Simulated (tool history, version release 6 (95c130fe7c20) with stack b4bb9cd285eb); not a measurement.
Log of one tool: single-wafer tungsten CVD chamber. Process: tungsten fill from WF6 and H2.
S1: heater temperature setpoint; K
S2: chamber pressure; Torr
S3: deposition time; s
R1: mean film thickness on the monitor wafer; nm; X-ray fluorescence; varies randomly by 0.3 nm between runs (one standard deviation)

run 1 hour=0 | S1=648.15 S2=47 S3=39.8 | R1=89.406
run 2 hour=4.6 | S1=644.15 S2=46.8 S3=39.8 | R1=82.774
run 3 hour=10.6 | S1=644.15 S2=50 S3=39.8 | R1=84.073
run 4 hour=14.4 | S1=644.15 S2=55.2 S3=39.8 | R1=87.905
run 5 hour=20.5 | S1=644.15 S2=55.2 S3=41.1 | R1=90.087
run 6 hour=22.5 | S1=644.15 S2=55.2 S3=41.1 | R1=90.971
run 7 hour=23.7 | S1=639.15 S2=55 S3=41.1 | R1=81.897
run 8 hour=30.6 | S1=636.15 S2=54.8 S3=41.1 | R1=75.964

Run 9, settings as shown, results not yet in. Your forecast:
run 9 hour=39 | S1=624.15 S2=54.4 S3=41.1 | R1=?

R1: 58.189 nm

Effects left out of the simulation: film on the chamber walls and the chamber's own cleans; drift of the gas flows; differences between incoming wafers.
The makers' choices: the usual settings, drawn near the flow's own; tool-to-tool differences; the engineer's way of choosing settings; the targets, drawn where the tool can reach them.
